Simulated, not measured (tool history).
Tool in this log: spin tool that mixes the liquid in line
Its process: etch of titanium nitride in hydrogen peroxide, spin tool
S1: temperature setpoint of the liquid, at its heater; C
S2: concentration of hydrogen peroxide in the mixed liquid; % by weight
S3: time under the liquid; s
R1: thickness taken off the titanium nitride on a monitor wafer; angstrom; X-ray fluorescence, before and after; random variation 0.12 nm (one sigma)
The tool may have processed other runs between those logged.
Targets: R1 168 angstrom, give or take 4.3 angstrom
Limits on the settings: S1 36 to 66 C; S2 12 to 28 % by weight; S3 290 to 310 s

{"run": 1, "day": 0.0, "S1": 52, "S2": 19, "S3": 290, "R1": 129.31}
{"run": 2, "day": 0.212, "S1": 56.5, "S2": 19, "S3": 290, "R1": 176.69}
{"run": 3, "day": 0.571, "S1": 51.5, "S2": 19, "S3": 290, "R1": 124.16}
{"run": 4, "day": 0.75, "S1": 51.5, "S2": 19, "S3": 290, "R1": 124.73}
{"run": 5, "day": 0.796, "S1": 51.5, "S2": 19, "S3": 310, "R1": 132.49}
{"run": 6, "day": 0.938, "S1": 51.5, "S2": 15.5, "S3": 310, "R1": 127.1}
{"run": 7, "day": 1.129, "S1": 51.5, "S2": 15.5, "S3": 310, "R1": 127.68}
{"run": 8, "day": 1.312, "S1": 52.5, "S2": 15.5, "S3": 310, "R1": 135.39}
{"run": 9, "day": 1.4, "S1": 53, "S2": 15.5, "S3": 310, "R1": 143.45}
{"run": 10, "day": 1.65, "S1": 53.5, "S2": 15.5, "S3": 310, "R1": 146.12}
{"run": 11, "day": 1.95, "S1": 54, "S2": 15.5, "S3": 310, "R1": 153.26}
{"run": 12, "day": 2.146, "S1": 54.5, "S2": 15.5, "S3": 310, "R1": 157.22}
{"run": 13, "day": 2.396, "S1": 55, "S2": 15.5, "S3": 310, "R1": 162.56}

Which single option among these 5 for the next run brings every result within its allowed miss of target? Just one does.
{"run": "A", "day": 2.646, "S1": 55, "S2": 15.5, "S3": 295, "R1": "?"}
{"run": "B", "day": 2.646, "S1": 55, "S2": 16, "S3": 295, "R1": "?"}
{"run": "C", "day": 2.646, "S1": 55.5, "S2": 16.5, "S3": 290, "R1": "?"}
{"run": "D", "day": 2.646, "S1": 55.5, "S2": 15.5, "S3": 310, "R1": "?"}
{"run": "E", "day": 2.646, "S1": 55, "S2": 13.5, "S3": 310, "R1": "?"}

move=A R1=154.18
move=B R1=155.22
move=C R1=159.05
move=D R1=167.79
move=E R1=157.39
A: misses by more than the last run did
B: misses by more than the last run did
C: misses by more than the last run did
D: hits every target within its allowed miss
E: misses by more than the last run did
Correct choice: D, which meets every target

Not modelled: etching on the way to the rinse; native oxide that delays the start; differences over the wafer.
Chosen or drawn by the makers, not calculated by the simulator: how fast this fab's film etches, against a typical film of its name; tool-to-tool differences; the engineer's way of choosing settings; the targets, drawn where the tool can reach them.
